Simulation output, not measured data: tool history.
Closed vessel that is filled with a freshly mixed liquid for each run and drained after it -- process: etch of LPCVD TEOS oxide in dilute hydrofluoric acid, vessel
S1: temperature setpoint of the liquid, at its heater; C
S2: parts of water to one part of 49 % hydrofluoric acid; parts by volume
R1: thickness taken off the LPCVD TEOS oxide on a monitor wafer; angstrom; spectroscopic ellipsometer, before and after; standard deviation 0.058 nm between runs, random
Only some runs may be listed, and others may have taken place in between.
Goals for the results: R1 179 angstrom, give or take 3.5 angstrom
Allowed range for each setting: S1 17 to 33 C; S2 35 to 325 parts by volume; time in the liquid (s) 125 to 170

Run 1, day 0: S1 25 C, S2 180 parts by volume, time in the liquid (s) 170. Result: R1 161.72 angstrom.
Run 2, day 0.221: S1 25 C, S2 180 parts by volume, time in the liquid (s) 125. Result: R1 118.9 angstrom.
Run 3, day 0.292: S1 27.5 C, S2 175 parts by volume, time in the liquid (s) 125. Result: R1 134.7 angstrom.
Run 4, day 0.496: S1 27.5 C, S2 175 parts by volume, time in the liquid (s) 125. Result: R1 135.12 angstrom.
Run 5, day 0.596: S1 28.5 C, S2 165 parts by volume, time in the liquid (s) 125. Result: R1 150.27 angstrom.
Run 6, day 0.933: S1 28.5 C, S2 195 parts by volume, time in the liquid (s) 125. Result: R1 122.48 angstrom.
Run 7, day 1.138: S1 29.5 C, S2 180 parts by volume, time in the liquid (s) 125. Result: R1 139.88 angstrom.
Run 8, day 1.246: S1 30.5 C, S2 170 parts by volume, time in the liquid (s) 125. Result: R1 156.19 angstrom.
Run 9, day 1.45: S1 31.5 C, S2 165 parts by volume, time in the liquid (s) 125. Result: R1 166.81 angstrom.
Run 10, day 1.842: S1 32 C, S2 165 parts by volume, time in the liquid (s) 125. Result: R1 170.4 angstrom.
Run 11, day 2.058: S1 32 C, S2 165 parts by volume, time in the liquid (s) 125. Result: R1 170.78 angstrom.
Run 12, day 2.429: S1 32.5 C, S2 165 parts by volume, time in the liquid (s) 125. Result: R1 173.49 angstrom.

Which one of the following 4 next-run settings gets every result inside its allowed miss? There is exactly one.
Run A, day 2.8: S1 33 C, S2 170 parts by volume, time in the liquid (s) 125. Result: R1 ?.
Run B, day 2.8: S1 33 C, S2 200 parts by volume, time in the liquid (s) 160. Result: R1 ?.
Run C, day 2.8: S1 32 C, S2 175 parts by volume, time in the liquid (s) 150. Result: R1 ?.
Run D, day 2.8: S1 33 C, S2 195 parts by volume, time in the liquid (s) 165. Result: R1 ?.

move      R1
   A  170.19
   B   177.9
   C  190.41
   D  189.41
A: its largest miss is bigger than the last run's
B: every result lands within tolerance
C: takes the result that was furthest off past its target
D: takes the result that was furthest off past its target
B is the move that brings every result within its allowed miss.
